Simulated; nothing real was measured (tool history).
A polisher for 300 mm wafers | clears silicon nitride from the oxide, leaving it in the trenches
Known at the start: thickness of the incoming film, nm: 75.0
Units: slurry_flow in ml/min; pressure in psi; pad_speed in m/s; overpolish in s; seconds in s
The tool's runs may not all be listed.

run,hour,slurry_flow,pressure,pad_speed,overpolish,seconds
1,0,230,1.8,1.12,4,131.68
2,2.6,230,1.7,1.12,4,135.16
3,5.2,230,1.6,1.1,4,146.4
4,8.2,230,1.5,1.1,4,152.14
5,12.6,230,1.4,1.1,4,157.1
6,19.6,230,1.4,1.22,4,145.27
7,20.8,230,1.3,1.2,4,152.34
8,28.2,230,1.2,1.2,4,160.95
9,29.9,230,1.1,1.2,4,170.41

Forecast run 10:
# hour 37.2: slurry nozzle cleaned
10,37.2,230,1,1.2,4,?

Run 10 gave seconds 181.06 s.

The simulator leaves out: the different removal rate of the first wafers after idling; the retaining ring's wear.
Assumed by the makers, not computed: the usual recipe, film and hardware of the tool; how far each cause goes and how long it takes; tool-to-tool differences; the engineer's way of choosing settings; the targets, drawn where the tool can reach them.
